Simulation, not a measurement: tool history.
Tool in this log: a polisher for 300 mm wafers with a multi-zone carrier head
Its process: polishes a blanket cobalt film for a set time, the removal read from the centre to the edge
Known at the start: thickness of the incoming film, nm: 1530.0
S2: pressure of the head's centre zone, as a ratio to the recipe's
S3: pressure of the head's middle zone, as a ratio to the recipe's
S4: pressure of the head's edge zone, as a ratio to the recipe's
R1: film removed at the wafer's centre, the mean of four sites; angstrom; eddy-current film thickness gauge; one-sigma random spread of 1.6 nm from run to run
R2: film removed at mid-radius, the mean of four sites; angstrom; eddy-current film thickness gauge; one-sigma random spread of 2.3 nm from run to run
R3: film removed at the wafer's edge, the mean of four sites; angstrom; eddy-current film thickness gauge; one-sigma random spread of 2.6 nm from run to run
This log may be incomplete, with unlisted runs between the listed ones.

{"run": 1, "hour": 0.0, "flow of slurry (ml/min)": 290, "S2": 1.0, "S3": 1.0, "S4": 1.0, "polishing time (s)": 51, "R1": 2536.0, "R2": 2650.1, "R3": 2713.5}
{"run": 2, "hour": 7.3, "flow of slurry (ml/min)": 280, "S2": 1.01, "S3": 0.94, "S4": 0.96, "polishing time (s)": 50, "R1": 2497.4, "R2": 2436.1, "R3": 2575.1}
{"run": 3, "hour": 14.2, "flow of slurry (ml/min)": 270, "S2": 1.01, "S3": 0.91, "S4": 0.95, "polishing time (s)": 50, "R1": 2458.9, "R2": 2397.9, "R3": 2521.2}
{"run": 4, "hour": 19.9, "flow of slurry (ml/min)": 270, "S2": 1.09, "S3": 0.91, "S4": 0.95, "polishing time (s)": 50, "R1": 2699.3, "R2": 2422.6, "R3": 2555.5}
{"run": 5, "hour": 24.0, "flow of slurry (ml/min)": 270, "S2": 1.09, "S3": 0.91, "S4": 1.02, "polishing time (s)": 50, "R1": 2662.1, "R2": 2392.3, "R3": 2631.0}
{"hour": 30.8, "done": "centre zone pressure recalibrated"}
{"run": 6, "hour": 30.8, "flow of slurry (ml/min)": 340, "S2": 1.09, "S3": 0.91, "S4": 1.02, "polishing time (s)": 50, "R1": 2966.4, "R2": 2498.7, "R3": 2655.4}
{"run": 7, "hour": 33.3, "flow of slurry (ml/min)": 300, "S2": 1.09, "S3": 0.88, "S4": 1.0, "polishing time (s)": 50, "R1": 2905.2, "R2": 2389.5, "R3": 2660.5}

Predict the results of run 8:
{"run": 8, "hour": 40.1, "flow of slurry (ml/min)": 300, "S2": 1.09, "S3": 0.88, "S4": 1.0, "polishing time (s)": 50, "R1": "?", "R2": "?", "R3": "?"}

R1: 2923.9 angstrom
R2: 2385.7 angstrom
R3: 2659.3 angstrom
